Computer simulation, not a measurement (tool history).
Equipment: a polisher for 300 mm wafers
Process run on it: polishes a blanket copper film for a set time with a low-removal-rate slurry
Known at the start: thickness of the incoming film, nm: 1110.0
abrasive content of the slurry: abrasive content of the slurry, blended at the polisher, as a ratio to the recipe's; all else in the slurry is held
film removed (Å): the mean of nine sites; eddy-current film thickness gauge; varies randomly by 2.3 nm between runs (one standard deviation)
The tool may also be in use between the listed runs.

run	hour	flow of slurry (ml/min)	pressure of the wafer on the pad (kPa)	speed of the pad under the wafer (cm/s)	abrasive content of the slurry	polishing time (s)	film removed (Å)
1	0.0	165	23.4	122	1.0	51	1800.2
2	3.4	170	24.8	122	1.0	51	1928.2
3	6.0	170	24.8	110	1.0	51	1723.5
4	9.3	170	24.8	110	1.0	51	1723.8
5	10.6	170	20.7	110	1.0	51	1443.4
6	14.6	175	23.4	110	1.0	51	1621.9
7	18.8	175	25.5	110	1.0	51	1779.0

Run 8 is up next; what results do you expect?
8	21.2	175	26.9	110	1.0	51	?

film removed (Å): 1883.0
